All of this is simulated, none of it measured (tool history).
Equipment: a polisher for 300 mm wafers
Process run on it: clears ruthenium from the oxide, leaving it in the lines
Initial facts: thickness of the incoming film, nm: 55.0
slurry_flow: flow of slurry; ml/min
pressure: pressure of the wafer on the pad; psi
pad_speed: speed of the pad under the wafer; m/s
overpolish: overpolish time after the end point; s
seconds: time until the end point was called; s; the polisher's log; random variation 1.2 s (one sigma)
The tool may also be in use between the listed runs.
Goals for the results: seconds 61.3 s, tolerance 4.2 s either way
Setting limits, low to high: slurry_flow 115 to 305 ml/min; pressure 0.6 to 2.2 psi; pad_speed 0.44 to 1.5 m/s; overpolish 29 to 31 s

run	day	slurry_flow	pressure	pad_speed	overpolish	seconds
1	0	195	1.4	0.96	29	81.026
2	0.242	195	1.2	0.96	29	88.001
3	0.562	195	0.9	0.96	29	109.96
4	0.846	240	0.9	0.96	29	108.71
5	1.071	240	0.9	0.96	29	108.45
6	1.388	285	0.9	0.96	29	104.4
7	1.604	290	1.3	1.04	29	74.162
8	1.821	290	1.4	1.06	29	69.627

Consider the 5 candidate settings below. Which is the only one whose results all fall within their allowed miss of target?
A	2.038	300	1.8	0.82	29	?
B	2.038	300	1.2	1.14	29	?
C	2.038	270	1.6	1.28	29	?
D	2.038	305	1.4	0.92	29	?
E	2.038	305	1.7	1	29	?

move	seconds
A	69.553
B	70.982
C	50.39
D	76.921
E	60.206
A: no better and no worse than the last run
B: the biggest miss grows against the last run
C: takes the biggest miss from the last run beyond its target
D: the biggest miss grows against the last run
E: all results land within tolerance of their targets
Answer: E
